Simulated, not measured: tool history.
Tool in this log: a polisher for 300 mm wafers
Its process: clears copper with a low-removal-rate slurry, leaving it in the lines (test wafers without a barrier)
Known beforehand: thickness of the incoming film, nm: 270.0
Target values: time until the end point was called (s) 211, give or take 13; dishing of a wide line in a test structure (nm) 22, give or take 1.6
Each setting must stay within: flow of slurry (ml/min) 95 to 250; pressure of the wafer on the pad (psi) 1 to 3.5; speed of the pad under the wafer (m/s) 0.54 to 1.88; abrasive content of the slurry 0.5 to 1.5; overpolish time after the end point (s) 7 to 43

run,day,flow of slurry (ml/min),pressure of the wafer on the pad (psi),speed of the pad under the wafer (m/s),abrasive content of the slurry,overpolish time after the end point (s),time until the end point was called (s),dishing of a wide line in a test structure (nm)
1,0,160,2.2,1.2,1,22,109.58,34.211
2,0.292,160,2.2,1.2,1.2,22,106.34,37.327
3,0.35,160,2.1,1.18,1.2,22,111.04,37.181
4,0.588,160,1.7,1.18,1.2,22,126.26,32.025
5,0.85,160,1.6,1.14,1.2,22,135.74,29.192
6,1.079,160,1.5,1.1,1.2,22,140.39,27.099
7,1.133,160,1.4,1.06,1.2,23,152.35,27.349
8,1.358,160,1.4,1.04,1.2,23,157.49,26.839
9,1.4,160,1.4,1.02,1.2,23,159.6,26.565
10,1.658,160,1.4,1,1.2,23,159.53,25.648

Which single option among these 4 for the next run brings every result within its allowed miss of target? Just one does.
A,1.917,130,1,0.8,1.25,43,?,?
B,1.917,115,1.2,0.84,1.4,25,?,?
C,1.917,155,1,0.82,1.05,28,?,?
D,1.917,145,1.5,0.9,1.2,18,?,?

move,time until the end point was called (s),dishing of a wide line in a test structure (nm)
A,233.91,32.115
B,204.33,22.488
C,233.04,22.041
D,172.89,19.476
A: carries the result that was furthest off beyond its target, to the other side
B: all results in spec
C: carries the result that was furthest off beyond its target, to the other side
D: closes in on the targets versus the last run, not all within tolerance yet
B is the move that brings every result within its allowed miss.
